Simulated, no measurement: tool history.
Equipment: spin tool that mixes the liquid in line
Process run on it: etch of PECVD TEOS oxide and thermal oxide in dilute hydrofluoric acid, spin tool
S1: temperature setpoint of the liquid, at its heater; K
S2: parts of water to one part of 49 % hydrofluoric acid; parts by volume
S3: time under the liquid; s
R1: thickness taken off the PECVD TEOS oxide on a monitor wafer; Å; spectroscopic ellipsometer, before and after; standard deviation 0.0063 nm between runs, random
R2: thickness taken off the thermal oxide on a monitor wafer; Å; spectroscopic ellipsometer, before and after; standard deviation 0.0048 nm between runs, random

run    day      S1   S2   S3      R1       R2
  1  0.000  297.15  215  180  79.817  32.3080
  2  0.271  297.15  215  215  95.480  38.4970
  3  0.529  296.65  235  200  77.548  32.0160
  4  0.667  296.65  250  180  64.820  26.0190
  5  0.733  296.65  325  180  46.345  19.1610
  6  1.038  299.15  325  180  50.758  20.8320
  7  1.317  295.15  390   90  17.394   6.9415
  8  1.342  294.65  390   85  16.107   6.5652
  9  1.425  294.15  390   80  14.848   6.0060
 10  1.608  293.65  390   80  14.524   5.8744
 11  1.646  293.15  390   80  14.485   5.8063
 12  1.796  292.65  390   80  14.018   5.8742
 13  2.138  292.65  390   75  13.114   5.3237
 14  2.338  291.15  390   75  12.433   4.9939
 15  2.612  290.65  390   70  11.497   4.7286
 16  2.800  290.15  390   65  10.531   4.1489
 17  3.058  290.65  390   65  10.770   4.3853
 18  3.354  290.65  390   65  10.792   4.3762
 19  3.504  290.65  390   65  10.759   4.3390

Run 20 is up next; what results do you expect?
 20  3.667  290.65  390  65   ?   ?

{"run 20": {"R1": 10.633, "R2": 4.2895}}
